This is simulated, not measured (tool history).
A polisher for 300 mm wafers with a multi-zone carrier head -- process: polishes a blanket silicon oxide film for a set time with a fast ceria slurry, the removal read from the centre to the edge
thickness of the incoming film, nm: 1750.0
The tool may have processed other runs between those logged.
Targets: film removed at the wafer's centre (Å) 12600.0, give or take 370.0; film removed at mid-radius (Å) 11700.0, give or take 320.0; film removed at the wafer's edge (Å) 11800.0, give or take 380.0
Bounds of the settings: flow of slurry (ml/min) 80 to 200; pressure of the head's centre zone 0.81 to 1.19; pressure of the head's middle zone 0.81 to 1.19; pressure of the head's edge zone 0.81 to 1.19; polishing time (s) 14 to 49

run	hour	flow of slurry (ml/min)	pressure of the head's centre zone	pressure of the head's middle zone	pressure of the head's edge zone	polishing time (s)	film removed at the wafer's centre (Å)	film removed at mid-radius (Å)	film removed at the wafer's edge (Å)
1	0.0	130	1.00	1.00	1.00	31	7569.4	7399.3	7426.9
2	7.9	150	1.00	1.00	1.00	31	7685.1	7521.8	7556.4
3	8.6	180	1.00	1.00	1.00	31	7959.3	7737.5	7739.4
4	13.5	180	1.00	1.00	1.00	36	9254.1	9066.5	8914.3
5	16.8	180	1.08	1.00	1.00	36	10119.0	8994.8	8893.6
6	23.2	180	1.08	0.92	1.00	36	9935.2	8573.5	8758.9
7	25.4	180	1.08	0.96	1.04	38	10476.0	9215.8	9691.6
8	28.7	180	1.09	1.00	1.05	39	10900.0	9709.7	9767.2
9	29.4	180	1.09	1.01	1.07	40	11157.0	10161.0	10384.0
10	36.3	180	1.10	1.03	1.09	41	11721.0	10521.0	10665.0
11	37.0	180	1.10	1.04	1.11	42	11919.0	10947.0	10984.0

Exactly one of the 5 candidate moves below puts every result within its allowed miss. Which one?
A	37.7	200	1.10	1.06	1.16	44	?	?	?
B	37.7	190	1.06	1.12	1.17	43	?	?	?
C	37.7	180	1.19	0.98	1.19	42	?	?	?
D	37.7	200	1.12	1.17	1.17	43	?	?	?
E	37.7	190	1.00	1.04	1.07	47	?	?	?

move	film removed at the wafer's centre (Å)	film removed at mid-radius (Å)	film removed at the wafer's edge (Å)
A	12701.0	11740.0	11967.0
B	11870.0	11933.0	11679.0
C	12904.0	10347.0	11467.0
D	12649.0	12462.0	11731.0
E	12228.0	12267.0	12209.0
A: all results land within tolerance of their targets
B: meets the target for the result that was furthest off, but another lies outside its allowed miss
C: its largest miss is bigger than the last run's
D: takes the result that was furthest off past its target
E: takes the result that was furthest off past its target
Correct choice: A, which meets every target
